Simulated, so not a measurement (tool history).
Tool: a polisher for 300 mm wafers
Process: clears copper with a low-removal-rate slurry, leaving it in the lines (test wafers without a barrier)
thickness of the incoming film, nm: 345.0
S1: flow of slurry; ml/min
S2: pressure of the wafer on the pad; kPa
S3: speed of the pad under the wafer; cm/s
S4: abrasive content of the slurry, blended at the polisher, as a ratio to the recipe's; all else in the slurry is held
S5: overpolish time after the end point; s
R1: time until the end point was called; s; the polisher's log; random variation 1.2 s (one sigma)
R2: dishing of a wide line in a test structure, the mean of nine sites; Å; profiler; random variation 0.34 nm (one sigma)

run 1 hour=0.0 | S1=200 S2=21.4 S3=106 S4=1.00 S5=16 | R1=93.066 R2=407.92
run 2 hour=6.4 | S1=155 S2=21.4 S3=106 S4=1.00 S5=16 | R1=93.717 R2=409.43
run 3 hour=8.5 | S1=200 S2=20.0 S3=114 S4=1.00 S5=13 | R1=93.901 R2=346.53
run 4 hour=12.1 | S1=235 S2=20.0 S3=116 S4=1.10 S5=11 | R1=86.549 R2=315.29
run 5 hour=19.8 | S1=270 S2=20.0 S3=116 S4=1.10 S5=11 | R1=85.973 R2=325.05
run 6 hour=24.5 | S1=225 S2=18.6 S3=124 S4=1.20 S5=9 | R1=88.485 R2=265.55
run 7 hour=30.0 | S1=195 S2=17.9 S3=136 S4=1.30 S5=8 | R1=82.838 R2=246.29
run 8 hour=32.1 | S1=175 S2=17.2 S3=144 S4=1.35 S5=7 | R1=84.381 R2=218.37
run 9 hour=38.5 | S1=160 S2=17.2 S3=150 S4=1.40 S5=6 | R1=84.198 R2=194.81
run 10 hour=44.5 | S1=150 S2=17.9 S3=154 S4=1.45 S5=6 | R1=73.880 R2=203.57

The next listed run, before its measurement:
run 11 hour=47.3 | S1=145 S2=17.9 S3=154 S4=1.45 S5=6 | R1=? R2=?

{"run 11": {"R1": 78.206, "R2": 204.81}}
